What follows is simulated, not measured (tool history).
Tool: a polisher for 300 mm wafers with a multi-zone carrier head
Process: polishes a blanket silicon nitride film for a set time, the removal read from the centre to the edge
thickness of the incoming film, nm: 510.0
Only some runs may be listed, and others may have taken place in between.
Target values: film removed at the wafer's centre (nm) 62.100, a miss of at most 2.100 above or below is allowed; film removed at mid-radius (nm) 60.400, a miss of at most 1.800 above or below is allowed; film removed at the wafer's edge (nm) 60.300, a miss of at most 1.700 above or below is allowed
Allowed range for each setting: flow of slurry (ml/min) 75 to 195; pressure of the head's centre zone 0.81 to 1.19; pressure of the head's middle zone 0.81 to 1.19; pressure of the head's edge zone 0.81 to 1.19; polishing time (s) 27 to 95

run,hour,flow of slurry (ml/min),pressure of the head's centre zone,pressure of the head's middle zone,pressure of the head's edge zone,polishing time (s),film removed at the wafer's centre (nm),film removed at mid-radius (nm),film removed at the wafer's edge (nm)
1,0.0,125,1.00,1.00,1.00,61,69.179,70.123,73.354
2,3.7,125,0.92,1.00,1.00,61,64.805,70.352,73.474
3,9.2,115,0.95,0.99,0.95,60,63.652,67.212,69.184
4,15.4,115,0.90,0.99,0.95,60,61.431,67.368,69.458
5,18.1,105,0.93,0.98,0.91,60,58.788,63.360,67.089
6,21.9,110,0.97,0.99,0.88,59,61.184,64.763,64.948
# hour 23.5: slurry nozzle cleaned
7,23.5,110,0.97,0.99,0.88,59,74.338,75.122,72.097
8,29.7,105,0.98,0.98,0.88,57,71.454,72.528,69.253
9,32.2,105,0.96,0.95,0.89,53,65.246,64.639,64.972

Of the 4 settings listed for the next run, only one would bring every result within its allowed miss of target. Which one?
A,34.7,115,0.92,0.97,0.87,57,?,?,?
B,34.7,90,1.06,0.88,0.92,58,?,?,?
C,34.7,120,0.95,0.92,0.86,49,?,?,?
D,34.7,145,1.00,0.96,0.81,51,?,?,?

move,film removed at the wafer's centre (nm),film removed at mid-radius (nm),film removed at the wafer's edge (nm)
A,69.534,73.110,70.050
B,72.615,64.085,69.799
C,61.885,60.736,60.397
D,70.077,68.207,63.107
A: further off than the last run
B: further off than the last run
C: every result lands within tolerance
D: further off than the last run
The right move is C.
